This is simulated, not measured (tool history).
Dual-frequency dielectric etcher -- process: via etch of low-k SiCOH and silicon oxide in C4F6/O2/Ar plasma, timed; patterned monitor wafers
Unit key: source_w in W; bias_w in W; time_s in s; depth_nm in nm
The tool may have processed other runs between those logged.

| run | hour | source_w | bias_w | time_s | depth_nm |
|---|---|---|---|---|---|
| 1 | 0.0 | 330 | 218 | 87 | 238.12 |
| 2 | 7.9 | 370 | 218 | 87 | 247.90 |
| 3 | 10.3 | 380 | 223 | 87 | 251.18 |
| 4 | 15.1 | 410 | 223 | 87 | 257.58 |
| 5 | 23.6 | 420 | 228 | 87 | 260.41 |
| 6 | 26.0 | 420 | 204 | 87 | 254.51 |
|  | 28.4 | wet clean of the chamber |
| 7 | 28.4 | 420 | 204 | 87 | 266.31 |
| 8 | 35.9 | 430 | 203 | 87 | 270.46 |

The next listed run, before its measurement:
| 9 | 39.3 | 430 | 203 | 87 | ? |

Run 9 measured depth_nm 269.99 nm.
